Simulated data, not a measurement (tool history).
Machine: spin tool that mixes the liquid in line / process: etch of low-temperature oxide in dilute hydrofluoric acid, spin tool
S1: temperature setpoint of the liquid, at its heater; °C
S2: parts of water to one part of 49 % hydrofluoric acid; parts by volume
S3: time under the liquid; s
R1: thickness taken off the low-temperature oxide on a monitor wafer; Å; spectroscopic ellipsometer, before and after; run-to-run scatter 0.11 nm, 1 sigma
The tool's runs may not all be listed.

run,hour,S1,S2,S3,R1
1,0.0,25.0,260,75,27.594
2,7.3,25.0,260,75,27.905
3,11.8,25.0,260,50,18.657
4,12.9,25.0,295,50,16.014
5,14.1,25.0,345,50,12.952
6,18.3,27.5,260,55,22.317
7,22.9,29.0,200,60,35.754
8,28.2,30.0,155,65,55.171
9,34.4,30.5,125,65,71.294
10,41.3,31.0,105,65,90.653
11,44.6,33.0,80,65,130.860
12,45.9,32.5,80,65,128.680

Estimate the outcome of run 13 from the log above:
13,49.8,32.0,80,65,?

{"run 13": {"R1": 126.61}}
